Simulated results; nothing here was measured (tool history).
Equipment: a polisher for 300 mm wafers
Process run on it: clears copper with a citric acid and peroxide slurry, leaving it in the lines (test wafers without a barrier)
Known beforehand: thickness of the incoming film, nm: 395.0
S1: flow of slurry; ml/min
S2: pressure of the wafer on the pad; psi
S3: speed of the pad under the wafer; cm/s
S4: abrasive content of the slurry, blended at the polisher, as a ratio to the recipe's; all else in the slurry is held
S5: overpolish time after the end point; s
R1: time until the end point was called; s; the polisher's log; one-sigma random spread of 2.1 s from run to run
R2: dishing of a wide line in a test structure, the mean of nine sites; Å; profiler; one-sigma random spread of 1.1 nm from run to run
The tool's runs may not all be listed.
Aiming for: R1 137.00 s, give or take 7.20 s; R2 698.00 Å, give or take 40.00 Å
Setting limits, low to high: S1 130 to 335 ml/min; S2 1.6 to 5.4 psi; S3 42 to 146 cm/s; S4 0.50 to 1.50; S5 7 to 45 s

run 1 day=0.000 | S1=215 S2=3.5 S3=94 S4=1.00 S5=23 | R1=187.44 R2=390.93
run 2 day=0.254 | S1=215 S2=3.5 S3=84 S4=1.00 S5=23 | R1=209.79 R2=348.25
run 3 day=0.629 | S1=215 S2=3.8 S3=84 S4=1.00 S5=25 | R1=190.93 R2=390.60
run 4 day=0.846 | S1=215 S2=4.0 S3=86 S4=1.00 S5=27 | R1=181.32 R2=458.93
run 5 day=1.125 | S1=255 S2=4.0 S3=86 S4=1.00 S5=27 | R1=181.20 R2=460.39
run 6 day=1.283 | S1=255 S2=4.2 S3=86 S4=1.00 S5=28 | R1=173.33 R2=492.20
run 7 day=1.621 | S1=255 S2=4.4 S3=86 S4=1.00 S5=29 | R1=171.72 R2=535.46
run 8 day=1.729 | S1=255 S2=5.4 S3=88 S4=1.00 S5=29 | R1=133.89 R2=621.88
run 9 day=1.942 | S1=255 S2=5.4 S3=88 S4=1.00 S5=30 | R1=137.83 R2=637.25

Exactly one of the 5 candidate moves below puts every result within its allowed miss. Which one?
run A day=2.154 | S1=275 S2=5.4 S3=88 S4=0.95 S5=28 | R1=? R2=?
run B day=2.154 | S1=270 S2=5.4 S3=84 S4=1.15 S5=33 | R1=? R2=?
run C day=2.154 | S1=275 S2=5.4 S3=84 S4=1.10 S5=40 | R1=? R2=?
run D day=2.154 | S1=215 S2=5.4 S3=82 S4=0.85 S5=39 | R1=? R2=?
run E day=2.154 | S1=315 S2=5.4 S3=106 S4=0.80 S5=35 | R1=? R2=?

move=A R1=136.93 R2=606.07
move=B R1=135.95 R2=691.63
move=C R1=137.40 R2=789.69
move=D R1=156.03 R2=706.99
move=E R1=118.54 R2=796.84
A: moves away from the targets compared with the last run
B: every result within its allowed miss
C: the result that was furthest off in the last run now lies on the other side of its target
D: the furthest-off result lands on target, but another misses its tolerance
E: the result that was furthest off in the last run now lies on the other side of its target
So the answer is move B, the one that meets all the targets.
